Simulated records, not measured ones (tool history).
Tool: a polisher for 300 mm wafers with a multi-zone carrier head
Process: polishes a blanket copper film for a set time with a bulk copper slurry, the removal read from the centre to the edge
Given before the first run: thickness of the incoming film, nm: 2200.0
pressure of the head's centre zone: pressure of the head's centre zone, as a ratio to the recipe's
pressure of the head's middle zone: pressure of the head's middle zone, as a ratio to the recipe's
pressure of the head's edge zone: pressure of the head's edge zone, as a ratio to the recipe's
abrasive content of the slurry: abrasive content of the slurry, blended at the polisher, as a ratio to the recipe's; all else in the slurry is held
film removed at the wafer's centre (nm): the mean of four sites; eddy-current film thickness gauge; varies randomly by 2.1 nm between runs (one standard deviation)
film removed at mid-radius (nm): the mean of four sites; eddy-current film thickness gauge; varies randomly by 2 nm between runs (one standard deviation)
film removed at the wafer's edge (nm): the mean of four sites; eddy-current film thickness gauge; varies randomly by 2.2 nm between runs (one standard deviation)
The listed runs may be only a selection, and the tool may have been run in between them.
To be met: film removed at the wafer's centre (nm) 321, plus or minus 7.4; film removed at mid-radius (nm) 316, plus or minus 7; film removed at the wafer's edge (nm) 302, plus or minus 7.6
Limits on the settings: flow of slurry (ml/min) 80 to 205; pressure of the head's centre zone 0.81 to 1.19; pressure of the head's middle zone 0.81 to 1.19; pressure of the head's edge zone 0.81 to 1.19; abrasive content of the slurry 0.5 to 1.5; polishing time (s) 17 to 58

| run | day | flow of slurry (ml/min) | pressure of the head's centre zone | pressure of the head's middle zone | pressure of the head's edge zone | abrasive content of the slurry | polishing time (s) | film removed at the wafer's centre (nm) | film removed at mid-radius (nm) | film removed at the wafer's edge (nm) |
|---|---|---|---|---|---|---|---|---|---|---|
| 1 | 0 | 135 | 1 | 1 | 1 | 1 | 37 | 347.46 | 343.43 | 349 |
| 2 | 0.275 | 110 | 1 | 1 | 1 | 1 | 37 | 331.15 | 326.8 | 333.85 |
| 3 | 0.475 | 105 | 1 | 1 | 0.98 | 1 | 37 | 321.14 | 321.72 | 326.82 |
| 4 | 0.717 | 105 | 1 | 1 | 1.03 | 1 | 37 | 323.45 | 318.98 | 338.58 |
| 5 | 0.896 | 90 | 1 | 1 | 1.03 | 1 | 37 | 297.79 | 303.09 | 321.27 |
| 6 | 1.033 | 90 | 1.01 | 1.01 | 1.01 | 0.95 | 37 | 298.27 | 307.98 | 320.59 |
| 7 | 1.271 | 90 | 1.02 | 1.01 | 0.99 | 0.95 | 37 | 304.61 | 298.99 | 316.79 |
| 8 | 1.329 | 90 | 1.02 | 1.02 | 0.96 | 0.95 | 37 | 302.96 | 305.97 | 312.47 |
| 9 | 1.538 | 90 | 1.02 | 1.02 | 0.94 | 0.95 | 37 | 302.86 | 306.56 | 311.24 |
| 10 | 1.625 | 90 | 1.03 | 1.02 | 0.92 | 0.95 | 37 | 308.14 | 307.82 | 300.41 |

Consider the 5 candidate settings below. Which is the only one whose results all fall within their allowed miss of target?
| A | 1.712 | 115 | 1.03 | 1.05 | 0.93 | 0.9 | 37 | ? | ? | ? |
| B | 1.712 | 165 | 1.04 | 1 | 0.92 | 0.65 | 36 | ? | ? | ? |
| C | 1.712 | 90 | 1.1 | 1.06 | 0.83 | 1.1 | 37 | ? | ? | ? |
| D | 1.712 | 80 | 1.11 | 1.09 | 0.92 | 1.1 | 37 | ? | ? | ? |
| E | 1.712 | 90 | 1.05 | 1.05 | 0.89 | 0.95 | 40 | ? | ? | ? |

| move | film removed at the wafer's centre (nm) | film removed at mid-radius (nm) | film removed at the wafer's edge (nm) |
|---|---|---|---|
| A | 335.53 | 331.63 | 320.97 |
| B | 335.98 | 312.5 | 306.43 |
| C | 340.52 | 323.13 | 302.4 |
| D | 324.87 | 315.49 | 307.11 |
| E | 341.02 | 335.17 | 326.27 |
A: the result that was furthest off in the last run now lies on the other side of its target
B: the result that was furthest off in the last run now lies on the other side of its target
C: the result that was furthest off in the last run now lies on the other side of its target
D: all results in spec
E: the result that was furthest off in the last run now lies on the other side of its target
So the answer is move D, the one that meets all the targets.
